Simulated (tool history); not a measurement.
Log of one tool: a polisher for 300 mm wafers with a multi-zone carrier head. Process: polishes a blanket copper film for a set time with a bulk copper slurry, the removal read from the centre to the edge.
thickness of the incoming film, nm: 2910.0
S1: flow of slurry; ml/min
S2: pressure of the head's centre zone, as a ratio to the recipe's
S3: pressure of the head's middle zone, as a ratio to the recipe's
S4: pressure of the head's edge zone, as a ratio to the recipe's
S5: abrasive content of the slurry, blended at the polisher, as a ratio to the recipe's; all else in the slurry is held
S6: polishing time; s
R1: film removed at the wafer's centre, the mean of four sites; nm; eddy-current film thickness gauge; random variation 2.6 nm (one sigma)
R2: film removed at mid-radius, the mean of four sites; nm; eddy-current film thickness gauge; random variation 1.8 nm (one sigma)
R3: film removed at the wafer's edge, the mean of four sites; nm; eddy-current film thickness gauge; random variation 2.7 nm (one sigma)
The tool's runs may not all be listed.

run 1 hour=0 | S1=200 S2=1 S3=1 S4=1 S5=1 S6=58 | R1=256.22 R2=236.68 R3=240.81
run 2 hour=8.9 | S1=200 S2=1 S3=0.97 S4=1 S5=1 S6=58 | R1=252.38 R2=230.69 R3=235.09
run 3 hour=15.5 | S1=200 S2=1 S3=1.05 S4=1 S5=1 S6=58 | R1=248.48 R2=247.18 R3=239.96
run 4 hour=17.9 | S1=200 S2=1 S3=1.09 S4=1 S5=1 S6=58 | R1=247.37 R2=254.79 R3=237.47
run 5 hour=24.2 | S1=205 S2=1 S3=1.1 S4=1 S5=1 S6=58 | R1=252.67 R2=258.01 R3=239.18
run 6 hour=32 | S1=205 S2=1 S3=1.1 S4=1.09 S5=1 S6=58 | R1=249.4 R2=257.64 R3=250.34
run 7 hour=36.9 | S1=210 S2=1 S3=1.11 S4=1.08 S5=1 S6=58 | R1=249.2 R2=257.02 R3=245.88

Run 8 comes next. What will it give?
run 8 hour=44.5 | S1=215 S2=1 S3=1.12 S4=1.07 S5=1 S6=58 | R1=? R2=? R3=?

{"run 8": {"R1": 259.5, "R2": 261.86, "R3": 247.79}}

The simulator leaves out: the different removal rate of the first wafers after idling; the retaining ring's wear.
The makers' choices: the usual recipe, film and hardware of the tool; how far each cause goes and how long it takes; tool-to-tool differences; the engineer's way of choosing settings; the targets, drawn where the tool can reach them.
